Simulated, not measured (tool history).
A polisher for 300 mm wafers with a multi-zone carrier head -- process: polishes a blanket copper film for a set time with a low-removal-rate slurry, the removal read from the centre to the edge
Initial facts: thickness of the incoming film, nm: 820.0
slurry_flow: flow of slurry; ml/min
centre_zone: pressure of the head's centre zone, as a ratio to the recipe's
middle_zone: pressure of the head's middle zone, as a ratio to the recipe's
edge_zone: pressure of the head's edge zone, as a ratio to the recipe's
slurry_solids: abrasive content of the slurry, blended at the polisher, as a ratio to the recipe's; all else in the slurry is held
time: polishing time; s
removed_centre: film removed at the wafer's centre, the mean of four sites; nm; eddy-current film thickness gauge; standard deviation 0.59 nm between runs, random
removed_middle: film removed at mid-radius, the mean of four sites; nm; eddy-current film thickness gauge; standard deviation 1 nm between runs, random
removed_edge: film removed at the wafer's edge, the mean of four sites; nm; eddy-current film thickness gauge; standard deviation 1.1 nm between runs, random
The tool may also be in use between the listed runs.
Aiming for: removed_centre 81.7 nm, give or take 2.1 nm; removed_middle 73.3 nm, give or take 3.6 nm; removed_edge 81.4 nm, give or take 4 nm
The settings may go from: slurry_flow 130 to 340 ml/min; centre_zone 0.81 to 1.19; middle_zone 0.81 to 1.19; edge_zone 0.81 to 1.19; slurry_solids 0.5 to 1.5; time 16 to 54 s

run  hour  slurry_flow  centre_zone  middle_zone  edge_zone  slurry_solids  time  removed_centre  removed_middle  removed_edge
  1     0          220            1            1          1              1    35          67.301           65.95        65.041
  2   3.5          225         1.01         0.99       1.04            1.1    35          68.954          66.883        68.291
  3   6.2          225         1.01         0.99       1.04            0.9    35          67.079          63.118        65.162
  4    15          230         1.03         0.99       1.07              1    35           70.05          63.315        65.755
  5    20          230         1.03         0.91       1.07              1    35          68.487          62.726        67.949
  6  26.9          230         1.03         0.84       1.07              1    35           70.05          58.878        67.045
  7  30.8          235         1.04         0.86       1.09            1.1    35          71.792          60.044        70.243
  8  35.8          240         1.04         0.89       1.09            1.2    35          72.765          62.865        70.805

Exactly one of the 4 candidate moves below puts every result within its allowed miss. Which one?
  A  40.8          260         1.04         0.94       1.16           1.25    39               ?               ?             ?
  B  40.8          255         1.08         0.88       1.08           1.15    41               ?               ?             ?
  C  40.8          235         0.84         0.95       0.99            1.5    36               ?               ?             ?
  D  40.8          245         0.97         0.93       1.17            1.2    39               ?               ?             ?

move  removed_centre  removed_middle  removed_edge
   A          82.423          75.341        82.042
   B          87.167          74.655        82.135
   C          68.038          71.713        72.549
   D          77.576          73.738        81.288
A: meets every target
B: takes the result that was furthest off past its target
C: misses by more than the last run did
D: gains on the last run, yet a result remains outside its allowed miss
So the answer is move A, the one that meets all the targets.
